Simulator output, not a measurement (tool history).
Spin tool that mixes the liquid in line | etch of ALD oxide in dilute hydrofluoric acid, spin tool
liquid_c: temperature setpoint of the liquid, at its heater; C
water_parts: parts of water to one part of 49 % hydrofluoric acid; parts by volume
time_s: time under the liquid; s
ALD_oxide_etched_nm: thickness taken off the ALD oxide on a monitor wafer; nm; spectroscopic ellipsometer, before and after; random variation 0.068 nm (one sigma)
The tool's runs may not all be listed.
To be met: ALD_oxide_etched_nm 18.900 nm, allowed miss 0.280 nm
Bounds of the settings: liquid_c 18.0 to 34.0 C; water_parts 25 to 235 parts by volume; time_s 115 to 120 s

Run 1, hour 0.0: liquid_c 26.0 C, water_parts 130 parts by volume, time_s 115 s. Result: ALD_oxide_etched_nm 14.824 nm.
Run 2, hour 1.7: liquid_c 23.0 C, water_parts 130 parts by volume, time_s 115 s. Result: ALD_oxide_etched_nm 13.245 nm.
Run 3, hour 3.8: liquid_c 25.0 C, water_parts 130 parts by volume, time_s 115 s. Result: ALD_oxide_etched_nm 14.264 nm.
Run 4, hour 4.8: liquid_c 25.0 C, water_parts 130 parts by volume, time_s 115 s. Result: ALD_oxide_etched_nm 14.267 nm.
Run 5, hour 5.7: liquid_c 25.0 C, water_parts 130 parts by volume, time_s 120 s. Result: ALD_oxide_etched_nm 14.953 nm.
Run 6, hour 13.8: liquid_c 25.0 C, water_parts 130 parts by volume, time_s 120 s. Result: ALD_oxide_etched_nm 14.981 nm.
Run 7, hour 22.6: liquid_c 27.0 C, water_parts 130 parts by volume, time_s 120 s. Result: ALD_oxide_etched_nm 16.063 nm.
Run 8, hour 30.9: liquid_c 28.5 C, water_parts 130 parts by volume, time_s 120 s. Result: ALD_oxide_etched_nm 17.018 nm.
Run 9, hour 39.4: liquid_c 29.5 C, water_parts 130 parts by volume, time_s 120 s. Result: ALD_oxide_etched_nm 17.643 nm.
Run 10, hour 42.3: liquid_c 30.0 C, water_parts 130 parts by volume, time_s 120 s. Result: ALD_oxide_etched_nm 17.880 nm.
Run 11, hour 49.7: liquid_c 30.5 C, water_parts 130 parts by volume, time_s 120 s. Result: ALD_oxide_etched_nm 18.256 nm.

Which of these 4 next moves meets every target?
Run A, hour 57.1: liquid_c 34.0 C, water_parts 140 parts by volume, time_s 115 s. Result: ALD_oxide_etched_nm ?.
Run B, hour 57.1: liquid_c 30.0 C, water_parts 125 parts by volume, time_s 120 s. Result: ALD_oxide_etched_nm ?.
Run C, hour 57.1: liquid_c 31.0 C, water_parts 130 parts by volume, time_s 115 s. Result: ALD_oxide_etched_nm ?.
Run D, hour 57.1: liquid_c 30.0 C, water_parts 125 parts by volume, time_s 115 s. Result: ALD_oxide_etched_nm ?.

move  ALD_oxide_etched_nm
   A               18.174
   B               18.802
   C               17.846
   D               18.019
A: further off than the last run
B: meets every target
C: further off than the last run
D: further off than the last run
Move B is the one to make.
